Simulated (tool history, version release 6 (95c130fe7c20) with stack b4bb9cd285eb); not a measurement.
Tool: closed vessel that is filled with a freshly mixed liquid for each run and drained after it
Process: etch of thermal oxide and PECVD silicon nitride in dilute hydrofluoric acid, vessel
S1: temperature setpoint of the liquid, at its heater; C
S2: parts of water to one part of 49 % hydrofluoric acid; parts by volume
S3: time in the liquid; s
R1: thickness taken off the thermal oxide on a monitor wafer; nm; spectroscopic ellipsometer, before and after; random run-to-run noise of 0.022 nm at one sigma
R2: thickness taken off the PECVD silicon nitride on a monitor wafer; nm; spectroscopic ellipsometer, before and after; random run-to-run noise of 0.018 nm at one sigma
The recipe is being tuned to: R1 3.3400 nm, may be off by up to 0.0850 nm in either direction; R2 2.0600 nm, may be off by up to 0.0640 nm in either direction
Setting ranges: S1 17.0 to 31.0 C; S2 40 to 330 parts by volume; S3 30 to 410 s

run 1 day=0.000 | S1=23.0 S2=185 S3=210 | R1=4.4483 R2=3.3765
run 2 day=0.342 | S1=23.0 S2=185 S3=270 | R1=5.7325 R2=4.2897
run 3 day=0.450 | S1=23.0 S2=130 S3=270 | R1=8.6772 R2=6.2089
run 4 day=0.746 | S1=23.0 S2=130 S3=340 | R1=10.9910 R2=7.6660
run 5 day=1.104 | S1=22.0 S2=150 S3=335 | R1=8.7627 R2=6.3566
run 6 day=1.329 | S1=21.0 S2=160 S3=320 | R1=7.5432 R2=5.2239
run 7 day=1.617 | S1=21.0 S2=160 S3=320 | R1=7.4238 R2=5.2068
run 8 day=1.792 | S1=20.5 S2=170 S3=315 | R1=6.7052 R2=4.6863
run 9 day=2.017 | S1=20.0 S2=180 S3=310 | R1=6.1148 R2=4.2426
run 10 day=2.188 | S1=19.5 S2=190 S3=305 | R1=5.5195 R2=3.8212
run 11 day=2.254 | S1=19.0 S2=195 S3=300 | R1=5.1143 R2=3.5901

Pick the move, out of 4, that brings all results within their allowed miss; only one does.
run A day=2.321 | S1=17.0 S2=225 S3=250 | R1=? R2=?
run B day=2.321 | S1=17.0 S2=80 S3=80 | R1=? R2=?
run C day=2.321 | S1=17.0 S2=210 S3=230 | R1=? R2=?
run D day=2.321 | S1=17.0 S2=155 S3=160 | R1=? R2=?

move=A R1=3.3170 R2=2.2652
move=B R1=3.4371 R2=1.9646
move=C R1=3.3140 R2=2.2261
move=D R1=3.2880 R2=2.0728
A: closer than the last run, but not yet in spec
B: the result that was furthest off in the last run now lies on the other side of its target
C: closer than the last run, but not yet in spec
D: all results in spec
Move D is the one to make.
